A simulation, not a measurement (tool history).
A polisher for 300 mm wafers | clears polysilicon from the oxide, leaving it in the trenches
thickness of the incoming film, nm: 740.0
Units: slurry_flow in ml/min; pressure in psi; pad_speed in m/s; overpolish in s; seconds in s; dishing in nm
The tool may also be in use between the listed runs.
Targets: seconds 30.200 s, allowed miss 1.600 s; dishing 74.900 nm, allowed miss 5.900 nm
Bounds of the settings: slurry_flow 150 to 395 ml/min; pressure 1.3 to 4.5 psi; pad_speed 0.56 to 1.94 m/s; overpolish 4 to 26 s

run	day	slurry_flow	pressure	pad_speed	overpolish	seconds	dishing
1	0.000	250	2.9	1.24	13	40.061	73.319
2	0.217	250	3.1	1.24	13	37.221	74.149
3	0.350	250	3.1	0.94	13	46.527	71.786
4	0.654	285	3.1	0.94	13	46.613	70.131
5	0.962	285	3.1	0.94	7	46.244	58.251
6	1.142	285	3.1	0.94	12	46.624	71.924
7	1.238	285	3.4	0.96	12	42.500	72.818
8	1.271	285	4.2	1.04	10	35.012	73.670

Which of these 5 next moves meets every target?
A	1.304	260	3.8	0.96	9	?	?
B	1.304	300	4.2	1.26	13	?	?
C	1.304	285	4.2	0.78	13	?	?
D	1.304	295	4.1	0.88	11	?	?
E	1.304	220	4.5	0.80	10	?	?

move	seconds	dishing
A	38.939	69.308
B	29.271	75.378
C	41.835	73.151
D	38.970	72.124
E	40.155	70.469
A: further off than the last run
B: meets every target
C: further off than the last run
D: further off than the last run
E: further off than the last run
Answer: B
